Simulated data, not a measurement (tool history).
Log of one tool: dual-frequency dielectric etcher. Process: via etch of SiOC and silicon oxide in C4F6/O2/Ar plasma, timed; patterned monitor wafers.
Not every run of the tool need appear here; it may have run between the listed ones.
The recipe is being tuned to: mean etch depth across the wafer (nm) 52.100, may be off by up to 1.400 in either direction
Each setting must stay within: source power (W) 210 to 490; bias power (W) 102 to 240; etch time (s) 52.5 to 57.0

| run | hour | source power (W) | bias power (W) | etch time (s) | mean etch depth across the wafer (nm) |
|---|---|---|---|---|---|
| 1 | 0.0 | 350 | 171 | 57.0 | 64.795 |
| 2 | 7.9 | 380 | 171 | 57.0 | 67.182 |
| 3 | 11.0 | 380 | 171 | 52.5 | 61.664 |
| 4 | 18.9 | 380 | 195 | 52.5 | 65.238 |
|  | 23.0 | bias power generator calibrated |
| 5 | 23.0 | 380 | 195 | 52.5 | 66.268 |
| 6 | 26.6 | 320 | 195 | 52.5 | 61.512 |
| 7 | 27.6 | 290 | 186 | 52.5 | 57.666 |
| 8 | 29.2 | 270 | 183 | 52.5 | 55.339 |
| 9 | 30.1 | 260 | 182 | 52.5 | 54.378 |

Next run, 4 choices. One meets every target within its allowed miss, the rest don't. Which?
| A | 31.0 | 260 | 175 | 57.0 | ? |
| B | 31.0 | 290 | 175 | 52.5 | ? |
| C | 31.0 | 270 | 135 | 56.0 | ? |
| D | 31.0 | 270 | 181 | 52.5 | ? |

| move | mean etch depth across the wafer (nm) |
|---|---|
| A | 58.190 |
| B | 56.306 |
| C | 52.021 |
| D | 55.312 |
A: its largest miss is bigger than the last run's
B: its largest miss is bigger than the last run's
C: hits every target within its allowed miss
D: its largest miss is bigger than the last run's
The move that meets every target is C.

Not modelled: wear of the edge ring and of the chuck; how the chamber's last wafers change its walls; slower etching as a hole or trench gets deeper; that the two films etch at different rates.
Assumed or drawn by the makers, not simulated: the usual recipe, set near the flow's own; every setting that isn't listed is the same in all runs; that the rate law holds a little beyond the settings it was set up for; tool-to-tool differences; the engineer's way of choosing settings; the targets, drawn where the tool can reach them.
